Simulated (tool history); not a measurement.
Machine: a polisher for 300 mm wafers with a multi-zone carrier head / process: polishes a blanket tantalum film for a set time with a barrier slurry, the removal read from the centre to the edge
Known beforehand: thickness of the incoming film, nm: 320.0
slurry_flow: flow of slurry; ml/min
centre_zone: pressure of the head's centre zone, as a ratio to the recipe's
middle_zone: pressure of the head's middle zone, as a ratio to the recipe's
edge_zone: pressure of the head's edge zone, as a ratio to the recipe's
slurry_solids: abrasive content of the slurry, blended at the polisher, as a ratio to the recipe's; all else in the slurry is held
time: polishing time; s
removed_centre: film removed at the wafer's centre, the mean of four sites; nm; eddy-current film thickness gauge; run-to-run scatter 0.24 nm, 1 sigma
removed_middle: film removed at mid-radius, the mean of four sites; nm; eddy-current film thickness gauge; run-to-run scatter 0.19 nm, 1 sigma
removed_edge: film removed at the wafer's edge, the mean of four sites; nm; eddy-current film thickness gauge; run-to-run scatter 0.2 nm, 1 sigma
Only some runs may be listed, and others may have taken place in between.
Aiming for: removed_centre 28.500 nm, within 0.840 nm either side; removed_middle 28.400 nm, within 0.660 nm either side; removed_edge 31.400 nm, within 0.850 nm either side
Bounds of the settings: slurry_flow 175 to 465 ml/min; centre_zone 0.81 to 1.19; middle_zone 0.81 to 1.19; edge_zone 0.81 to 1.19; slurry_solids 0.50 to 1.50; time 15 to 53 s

run,day,slurry_flow,centre_zone,middle_zone,edge_zone,slurry_solids,time,removed_centre,removed_middle,removed_edge
1,0.000,295,1.00,1.00,1.00,1.00,34,37.217,36.287,36.581
2,0.362,295,1.00,1.00,1.00,0.90,34,36.006,35.336,35.059
3,0.450,285,0.97,0.96,0.98,0.85,34,34.676,32.991,34.160
4,0.746,360,0.97,0.96,0.98,0.85,34,35.092,34.014,35.351
5,0.908,360,0.97,0.96,0.98,0.85,39,40.810,39.588,39.971
6,1.108,360,0.97,0.96,0.98,0.95,39,40.734,40.268,41.622
7,1.292,360,0.97,0.96,0.98,0.95,39,41.640,40.725,41.099
8,1.554,350,0.94,0.94,0.97,0.85,38,37.911,37.512,38.544
9,1.596,340,0.91,0.91,0.96,0.75,38,35.903,35.264,37.027

Which single option among these 4 for the next run brings every result within its allowed miss of target? Just one does.
A,1.638,345,1.11,0.86,0.91,0.60,33,?,?,?
B,1.638,325,0.99,1.12,0.87,0.80,44,?,?,?
C,1.638,275,0.88,0.88,0.97,0.80,32,?,?,?
D,1.638,355,0.96,0.94,0.91,1.15,43,?,?,?

move,removed_centre,removed_middle,removed_edge
A,33.109,26.230,28.384
B,44.463,48.395,41.174
C,28.570,28.354,31.167
D,47.650,46.096,46.308
A: moves the result that the last run missed by most past its target, out the other side
B: lands further from the targets than the last run did
C: meets every target
D: lands further from the targets than the last run did
So the answer is move C, the one that meets all the targets.

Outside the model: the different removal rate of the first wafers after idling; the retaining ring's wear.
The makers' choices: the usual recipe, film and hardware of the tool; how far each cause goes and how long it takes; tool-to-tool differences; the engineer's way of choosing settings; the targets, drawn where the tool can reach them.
